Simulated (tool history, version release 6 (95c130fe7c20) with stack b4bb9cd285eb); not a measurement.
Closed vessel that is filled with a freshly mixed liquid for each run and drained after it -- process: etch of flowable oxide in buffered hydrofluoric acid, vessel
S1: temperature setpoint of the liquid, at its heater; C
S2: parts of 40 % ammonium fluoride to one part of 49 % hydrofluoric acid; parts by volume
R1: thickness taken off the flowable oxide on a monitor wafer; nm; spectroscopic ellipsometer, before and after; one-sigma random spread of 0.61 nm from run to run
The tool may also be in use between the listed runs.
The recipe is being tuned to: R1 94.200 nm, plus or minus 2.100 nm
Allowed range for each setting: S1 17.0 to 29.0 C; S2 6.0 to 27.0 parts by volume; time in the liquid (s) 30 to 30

run 1 hour=0.0 | S1=21.0 S2=16.5 time_in_the_liquid_(s)=30 | R1=39.791
run 2 hour=3.0 | S1=22.0 S2=15.5 time_in_the_liquid_(s)=30 | R1=44.963
run 3 hour=11.1 | S1=23.0 S2=15.0 time_in_the_liquid_(s)=30 | R1=48.611
run 4 hour=20.1 | S1=24.5 S2=15.0 time_in_the_liquid_(s)=30 | R1=53.245
run 5 hour=28.5 | S1=25.0 S2=14.5 time_in_the_liquid_(s)=30 | R1=56.988
run 6 hour=34.8 | S1=28.0 S2=14.5 time_in_the_liquid_(s)=30 | R1=66.297
run 7 hour=35.8 | S1=28.0 S2=14.0 time_in_the_liquid_(s)=30 | R1=69.728
run 8 hour=36.4 | S1=28.0 S2=13.5 time_in_the_liquid_(s)=30 | R1=71.509
run 9 hour=37.0 | S1=29.0 S2=9.0 time_in_the_liquid_(s)=30 | R1=107.590
run 10 hour=45.2 | S1=28.5 S2=9.0 time_in_the_liquid_(s)=30 | R1=104.650
run 11 hour=47.8 | S1=28.5 S2=9.0 time_in_the_liquid_(s)=30 | R1=104.430
run 12 hour=53.3 | S1=27.5 S2=9.0 time_in_the_liquid_(s)=30 | R1=100.870

Of the 5 settings listed for the next run, only one would bring every result within its allowed miss of target. Which one?
run A hour=58.8 | S1=28.5 S2=10.0 time_in_the_liquid_(s)=30 | R1=?
run B hour=58.8 | S1=28.5 S2=8.5 time_in_the_liquid_(s)=30 | R1=?
run C hour=58.8 | S1=29.0 S2=9.0 time_in_the_liquid_(s)=30 | R1=?
run D hour=58.8 | S1=26.0 S2=7.5 time_in_the_liquid_(s)=30 | R1=?
run E hour=58.8 | S1=26.5 S2=9.0 time_in_the_liquid_(s)=30 | R1=?

move=A R1=97.170
move=B R1=110.460
move=C R1=106.620
move=D R1=110.570
move=E R1=93.242
A: nearer the targets than the last run, but a result is still out of spec
B: misses by more than the last run did
C: misses by more than the last run did
D: misses by more than the last run did
E: in spec on every target
E meets every target.
